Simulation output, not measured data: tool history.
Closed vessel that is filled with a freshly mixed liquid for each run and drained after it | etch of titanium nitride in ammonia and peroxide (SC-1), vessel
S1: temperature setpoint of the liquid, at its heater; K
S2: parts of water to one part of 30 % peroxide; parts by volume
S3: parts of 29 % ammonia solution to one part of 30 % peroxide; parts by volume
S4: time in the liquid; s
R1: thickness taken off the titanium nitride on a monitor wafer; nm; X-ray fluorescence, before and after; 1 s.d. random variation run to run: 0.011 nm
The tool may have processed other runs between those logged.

run 1 hour=0 | S1=324.15 S2=9 S3=0.8 S4=70 | R1=4.0635
run 2 hour=6.8 | S1=324.15 S2=12 S3=0.8 S4=70 | R1=3.4641
run 3 hour=8 | S1=320.65 S2=12 S3=0.8 S4=70 | R1=2.7433
run 4 hour=13.6 | S1=319.65 S2=12 S3=0.8 S4=70 | R1=2.5538
run 5 hour=18.8 | S1=315.15 S2=12 S3=0.8 S4=70 | R1=1.8161
run 6 hour=23.4 | S1=316.15 S2=12 S3=0.8 S4=70 | R1=1.9931

Expected results for the next run?
run 7 hour=31.7 | S1=316.65 S2=12 S3=0.8 S4=70 | R1=?

{"run 7": {"R1": 2.0258}}
